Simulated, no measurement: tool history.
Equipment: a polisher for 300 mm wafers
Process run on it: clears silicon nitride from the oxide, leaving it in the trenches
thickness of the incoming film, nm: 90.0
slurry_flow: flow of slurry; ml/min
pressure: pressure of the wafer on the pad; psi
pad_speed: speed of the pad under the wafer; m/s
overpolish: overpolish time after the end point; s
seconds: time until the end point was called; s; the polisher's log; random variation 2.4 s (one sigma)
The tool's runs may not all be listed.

Run 1, day 0: slurry_flow 130 ml/min, pressure 3.2 psi, pad_speed 1 m/s, overpolish 7 s. Result: seconds 88.056 s.
Run 2, day 0.079: slurry_flow 125 ml/min, pressure 2.8 psi, pad_speed 0.9 m/s, overpolish 7 s. Result: seconds 109.43 s.
Run 3, day 0.425: slurry_flow 120 ml/min, pressure 2.5 psi, pad_speed 0.8 m/s, overpolish 7 s. Result: seconds 133.93 s.
Run 4, day 0.538: slurry_flow 105 ml/min, pressure 2.5 psi, pad_speed 0.8 m/s, overpolish 7 s. Result: seconds 137.08 s.
Run 5, day 0.788: slurry_flow 105 ml/min, pressure 2.5 psi, pad_speed 0.66 m/s, overpolish 7 s. Result: seconds 169.54 s.
Run 6, day 0.962: slurry_flow 105 ml/min, pressure 2.1 psi, pad_speed 0.66 m/s, overpolish 7 s. Result: seconds 190.57 s.
Run 7, day 1.029: slurry_flow 105 ml/min, pressure 2.1 psi, pad_speed 0.66 m/s, overpolish 7 s. Result: seconds 188.39 s.

Predict the results of run 8:
Run 8, day 1.35: slurry_flow 105 ml/min, pressure 1.9 psi, pad_speed 0.66 m/s, overpolish 7 s. Result: seconds ?.

seconds: 199.75 s
